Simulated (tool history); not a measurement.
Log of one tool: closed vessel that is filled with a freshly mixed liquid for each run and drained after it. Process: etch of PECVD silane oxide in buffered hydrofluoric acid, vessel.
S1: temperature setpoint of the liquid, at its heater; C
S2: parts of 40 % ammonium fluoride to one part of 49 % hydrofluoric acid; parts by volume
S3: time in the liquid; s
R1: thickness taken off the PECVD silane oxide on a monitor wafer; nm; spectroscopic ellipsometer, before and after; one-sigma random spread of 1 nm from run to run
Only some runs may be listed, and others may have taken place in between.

run,hour,S1,S2,S3,R1
1,0.0,21.0,22.5,105,69.456
2,4.2,21.0,22.5,110,72.518
3,5.4,23.5,19.5,110,92.804
4,8.0,27.0,19.5,110,113.560
5,13.5,29.0,19.5,110,125.600
6,22.2,29.0,17.5,110,139.560

Run 7 is up next; what results do you expect?
7,27.4,29.0,16.5,110,?

{"run 7": {"R1": 148.56}}
